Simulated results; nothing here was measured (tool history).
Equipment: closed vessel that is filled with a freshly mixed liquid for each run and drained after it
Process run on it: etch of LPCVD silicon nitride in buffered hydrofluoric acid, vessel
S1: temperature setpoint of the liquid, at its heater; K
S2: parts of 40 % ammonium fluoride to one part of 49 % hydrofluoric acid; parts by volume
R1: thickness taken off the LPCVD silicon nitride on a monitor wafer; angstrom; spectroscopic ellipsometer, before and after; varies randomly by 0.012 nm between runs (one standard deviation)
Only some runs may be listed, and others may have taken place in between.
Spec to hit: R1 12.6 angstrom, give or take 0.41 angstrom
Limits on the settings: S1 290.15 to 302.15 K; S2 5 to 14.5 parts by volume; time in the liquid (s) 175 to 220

run 1 hour=0 | S1=294.15 S2=9 time_in_the_liquid_(s)=220 | R1=21.955
run 2 hour=4.8 | S1=293.65 S2=9.5 time_in_the_liquid_(s)=220 | R1=19.985
run 3 hour=11.4 | S1=291.15 S2=9.5 time_in_the_liquid_(s)=220 | R1=17.839
run 4 hour=14.4 | S1=291.15 S2=10 time_in_the_liquid_(s)=220 | R1=17.143
run 5 hour=18.8 | S1=290.15 S2=10 time_in_the_liquid_(s)=220 | R1=16.259
run 6 hour=24.9 | S1=290.15 S2=10.5 time_in_the_liquid_(s)=220 | R1=15.534
run 7 hour=32.2 | S1=290.15 S2=11 time_in_the_liquid_(s)=220 | R1=14.613
run 8 hour=37.9 | S1=290.15 S2=12.5 time_in_the_liquid_(s)=220 | R1=13.158

Which single option among these 5 for the next run brings every result within its allowed miss of target? Just one does.
run A hour=43.6 | S1=290.15 S2=11.5 time_in_the_liquid_(s)=185 | R1=?
run B hour=43.6 | S1=290.15 S2=13 time_in_the_liquid_(s)=205 | R1=?
run C hour=43.6 | S1=290.65 S2=12.5 time_in_the_liquid_(s)=205 | R1=?
run D hour=43.6 | S1=291.15 S2=13 time_in_the_liquid_(s)=190 | R1=?
run E hour=43.6 | S1=290.65 S2=12.5 time_in_the_liquid_(s)=190 | R1=?

move=A R1=11.84
move=B R1=11.636
move=C R1=12.442
move=D R1=11.416
move=E R1=11.531
A: carries the result that was furthest off beyond its target, to the other side
B: carries the result that was furthest off beyond its target, to the other side
C: all results in spec
D: carries the result that was furthest off beyond its target, to the other side
E: carries the result that was furthest off beyond its target, to the other side
Go with C: it meets all targets.
